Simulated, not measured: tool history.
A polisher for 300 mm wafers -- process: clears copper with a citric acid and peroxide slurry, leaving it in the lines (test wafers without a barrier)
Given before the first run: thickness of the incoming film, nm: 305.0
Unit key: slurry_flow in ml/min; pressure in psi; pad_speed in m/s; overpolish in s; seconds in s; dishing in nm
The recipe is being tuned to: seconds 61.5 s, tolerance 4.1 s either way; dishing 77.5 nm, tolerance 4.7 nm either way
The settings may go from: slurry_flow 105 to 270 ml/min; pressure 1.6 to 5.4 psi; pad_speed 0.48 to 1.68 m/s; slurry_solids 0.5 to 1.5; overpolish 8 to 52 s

Run 1, hour 0: slurry_flow 175 ml/min, pressure 3.5 psi, pad_speed 1.08 m/s, slurry_solids 1, overpolish 26 s. Result: seconds 112.85 s, dishing 44.894 nm.
Run 2, hour 1.6: slurry_flow 175 ml/min, pressure 4 psi, pad_speed 1.1 m/s, slurry_solids 1, overpolish 26 s. Result: seconds 96.961 s, dishing 52.995 nm.
Run 3, hour 4.9: slurry_flow 175 ml/min, pressure 4 psi, pad_speed 1.34 m/s, slurry_solids 1, overpolish 26 s. Result: seconds 81.381 s, dishing 60.557 nm.
Run 4, hour 7.8: slurry_flow 145 ml/min, pressure 4 psi, pad_speed 1.34 m/s, slurry_solids 1, overpolish 26 s. Result: seconds 81.894 s, dishing 61.289 nm.
Run 5, hour 10.9: slurry_flow 145 ml/min, pressure 4 psi, pad_speed 1.34 m/s, slurry_solids 1, overpolish 22 s. Result: seconds 82.04 s, dishing 51.799 nm.
Run 6, hour 12.3: slurry_flow 145 ml/min, pressure 4.3 psi, pad_speed 1.34 m/s, slurry_solids 1, overpolish 23 s. Result: seconds 76.461 s, dishing 55.318 nm.
Run 7, hour 16.1: slurry_flow 145 ml/min, pressure 4.5 psi, pad_speed 1.36 m/s, slurry_solids 1, overpolish 24 s. Result: seconds 69.495 s, dishing 61.561 nm.
Run 8, hour 21.8: slurry_flow 145 ml/min, pressure 4.9 psi, pad_speed 1.36 m/s, slurry_solids 1, overpolish 29 s. Result: seconds 68.63 s, dishing 73.476 nm.

5 candidate next runs follow, results not yet known. Just one meets every target within its allowed miss. Identify it.
Run A, hour 27.5: slurry_flow 160 ml/min, pressure 4.6 psi, pad_speed 1.28 m/s, slurry_solids 0.9, overpolish 29 s. Result: seconds ?, dishing ?.
Run B, hour 27.5: slurry_flow 135 ml/min, pressure 4.2 psi, pad_speed 1.3 m/s, slurry_solids 1.25, overpolish 31 s. Result: seconds ?, dishing ?.
Run C, hour 27.5: slurry_flow 135 ml/min, pressure 4.9 psi, pad_speed 1.48 m/s, slurry_solids 1, overpolish 29 s. Result: seconds ?, dishing ?.
Run D, hour 27.5: slurry_flow 170 ml/min, pressure 3.9 psi, pad_speed 1.4 m/s, slurry_solids 0.95, overpolish 32 s. Result: seconds ?, dishing ?.
Run E, hour 27.5: slurry_flow 135 ml/min, pressure 4.8 psi, pad_speed 1.24 m/s, slurry_solids 0.95, overpolish 33 s. Result: seconds ?, dishing ?.

move  seconds  dishing
   A    76.23     67.9
   B   77.346    69.84
   C   61.912   78.061
   D   80.358   69.115
   E   76.107   74.272
A: the biggest miss grows against the last run
B: the biggest miss grows against the last run
C: meets every target
D: the biggest miss grows against the last run
E: the biggest miss grows against the last run
The right move is C.
